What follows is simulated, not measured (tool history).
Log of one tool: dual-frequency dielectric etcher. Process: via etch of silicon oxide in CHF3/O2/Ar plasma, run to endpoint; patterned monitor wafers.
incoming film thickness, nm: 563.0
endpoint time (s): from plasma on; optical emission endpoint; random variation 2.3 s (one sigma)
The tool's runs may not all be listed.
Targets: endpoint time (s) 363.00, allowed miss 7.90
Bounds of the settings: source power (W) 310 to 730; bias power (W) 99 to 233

run,hour,source power (W),bias power (W),endpoint time (s)
1,0.0,520,166,320.13
2,6.6,520,187,305.98
3,11.2,480,183,314.70
4,15.2,450,176,324.97
5,24.1,420,176,328.01
6,33.0,400,170,336.79
7,39.6,380,166,345.39
8,46.9,370,164,353.20
9,51.1,360,163,352.59

5 next moves are on the table. One of them brings every result within its allowed miss. Which?
A,55.3,380,171,?
B,55.3,420,124,?
C,55.3,320,164,?
D,55.3,310,151,?
E,55.3,340,175,?

move,endpoint time (s)
A,342.55
B,381.50
C,362.56
D,377.87
E,348.14
A: further off than the last run
B: takes the result that was furthest off past its target
C: meets every target
D: takes the result that was furthest off past its target
E: further off than the last run
Answer: C
